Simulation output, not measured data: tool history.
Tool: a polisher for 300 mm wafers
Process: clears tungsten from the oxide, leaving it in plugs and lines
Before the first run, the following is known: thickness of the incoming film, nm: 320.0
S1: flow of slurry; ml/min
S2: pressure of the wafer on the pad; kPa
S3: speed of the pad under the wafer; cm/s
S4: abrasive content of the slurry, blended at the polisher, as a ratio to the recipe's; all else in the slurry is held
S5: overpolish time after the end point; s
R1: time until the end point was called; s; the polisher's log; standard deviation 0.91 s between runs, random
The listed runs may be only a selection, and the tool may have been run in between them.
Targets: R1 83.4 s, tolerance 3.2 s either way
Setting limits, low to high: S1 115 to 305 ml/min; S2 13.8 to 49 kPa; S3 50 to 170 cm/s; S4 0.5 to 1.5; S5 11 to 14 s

run 1 hour=0 | S1=195 S2=31 S3=110 S4=1 S5=14 | R1=61.587
run 2 hour=4.7 | S1=195 S2=31 S3=110 S4=0.9 S5=14 | R1=60.941
run 3 hour=6.8 | S1=195 S2=28.3 S3=110 S4=0.9 S5=14 | R1=67.322
run 4 hour=11.4 | S1=195 S2=32.4 S3=110 S4=0.9 S5=14 | R1=59.108
run 5 hour=16.5 | S1=150 S2=32.4 S3=110 S4=0.9 S5=14 | R1=61.803
run 6 hour=20.8 | S1=150 S2=38.6 S3=110 S4=0.9 S5=14 | R1=51.429
run 7 hour=29.6 | S1=145 S2=34.5 S3=110 S4=0.9 S5=14 | R1=57.929
run 8 hour=33.4 | S1=145 S2=31 S3=110 S4=0.9 S5=14 | R1=63.657
run 9 hour=34.5 | S1=145 S2=28.3 S3=110 S4=0.9 S5=14 | R1=71.702
run 10 hour=40.5 | S1=140 S2=26.9 S3=110 S4=0.9 S5=14 | R1=74.296

Pick the move, out of 4, that brings all results within their allowed miss; only one does.
run A hour=46.5 | S1=205 S2=24.8 S3=106 S4=0.7 S5=11 | R1=?
run B hour=46.5 | S1=155 S2=29.6 S3=86 S4=0.7 S5=14 | R1=?
run C hour=46.5 | S1=165 S2=31 S3=96 S4=0.75 S5=14 | R1=?
run D hour=46.5 | S1=130 S2=26.2 S3=104 S4=1.25 S5=13 | R1=?

move=A R1=83.114
move=B R1=88.427
move=C R1=74.424
move=D R1=74.525
A: meets every target
B: carries the result that was furthest off beyond its target, to the other side
C: about as far from the targets as the last run
D: about as far from the targets as the last run
So the answer is move A, the one that meets all the targets.
